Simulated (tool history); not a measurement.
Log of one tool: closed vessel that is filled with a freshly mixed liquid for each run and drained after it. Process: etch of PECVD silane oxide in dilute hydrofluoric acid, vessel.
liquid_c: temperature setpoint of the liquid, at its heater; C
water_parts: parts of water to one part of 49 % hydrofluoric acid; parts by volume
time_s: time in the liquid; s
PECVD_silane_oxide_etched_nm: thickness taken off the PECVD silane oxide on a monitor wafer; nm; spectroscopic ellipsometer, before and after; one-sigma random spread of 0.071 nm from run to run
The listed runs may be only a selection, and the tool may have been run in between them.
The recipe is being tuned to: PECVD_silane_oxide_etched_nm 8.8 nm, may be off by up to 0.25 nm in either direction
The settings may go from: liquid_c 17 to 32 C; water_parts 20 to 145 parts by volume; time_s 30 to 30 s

Run 1, day 0: liquid_c 24 C, water_parts 80 parts by volume, time_s 30 s. Result: PECVD_silane_oxide_etched_nm 5.5468 nm.
Run 2, day 0.071: liquid_c 24 C, water_parts 80 parts by volume, time_s 30 s. Result: PECVD_silane_oxide_etched_nm 5.5569 nm.
Run 3, day 0.217: liquid_c 25 C, water_parts 80 parts by volume, time_s 30 s. Result: PECVD_silane_oxide_etched_nm 5.7576 nm.
Run 4, day 0.35: liquid_c 28 C, water_parts 80 parts by volume, time_s 30 s. Result: PECVD_silane_oxide_etched_nm 6.3642 nm.
Run 5, day 0.683: liquid_c 28 C, water_parts 95 parts by volume, time_s 30 s. Result: PECVD_silane_oxide_etched_nm 5.3468 nm.
Run 6, day 0.975: liquid_c 28 C, water_parts 95 parts by volume, time_s 30 s. Result: PECVD_silane_oxide_etched_nm 5.2956 nm.
Run 7, day 1.317: liquid_c 28.5 C, water_parts 90 parts by volume, time_s 30 s. Result: PECVD_silane_oxide_etched_nm 5.7891 nm.
Run 8, day 1.7: liquid_c 29 C, water_parts 85 parts by volume, time_s 30 s. Result: PECVD_silane_oxide_etched_nm 6.2689 nm.
Run 9, day 1.971: liquid_c 29.5 C, water_parts 80 parts by volume, time_s 30 s. Result: PECVD_silane_oxide_etched_nm 6.8596 nm.
Run 10, day 2.012: liquid_c 30 C, water_parts 80 parts by volume, time_s 30 s. Result: PECVD_silane_oxide_etched_nm 7.013 nm.
Run 11, day 2.283: liquid_c 30.5 C, water_parts 80 parts by volume, time_s 30 s. Result: PECVD_silane_oxide_etched_nm 7.1096 nm.
Run 12, day 2.429: liquid_c 31 C, water_parts 80 parts by volume, time_s 30 s. Result: PECVD_silane_oxide_etched_nm 7.2001 nm.
Run 13, day 2.612: liquid_c 31 C, water_parts 80 parts by volume, time_s 30 s. Result: PECVD_silane_oxide_etched_nm 7.2062 nm.

Pick the move, out of 5, that brings all results within their allowed miss; only one does.
Run A, day 2.796: liquid_c 32 C, water_parts 65 parts by volume, time_s 30 s. Result: PECVD_silane_oxide_etched_nm ?.
Run B, day 2.796: liquid_c 30 C, water_parts 65 parts by volume, time_s 30 s. Result: PECVD_silane_oxide_etched_nm ?.
Run C, day 2.796: liquid_c 29.5 C, water_parts 60 parts by volume, time_s 30 s. Result: PECVD_silane_oxide_etched_nm ?.
Run D, day 2.796: liquid_c 30.5 C, water_parts 70 parts by volume, time_s 30 s. Result: PECVD_silane_oxide_etched_nm ?.
Run E, day 2.796: liquid_c 27 C, water_parts 55 parts by volume, time_s 30 s. Result: PECVD_silane_oxide_etched_nm ?.

move  PECVD_silane_oxide_etched_nm
   A                        9.4518
   B                        8.7537
   C                        9.3705
   D                        8.2245
   E                        9.3283
A: takes the biggest miss from the last run beyond its target
B: all results land within tolerance of their targets
C: takes the biggest miss from the last run beyond its target
D: moves toward the targets from the last run without getting all of them in spec
E: takes the biggest miss from the last run beyond its target
The move that meets every target is B.
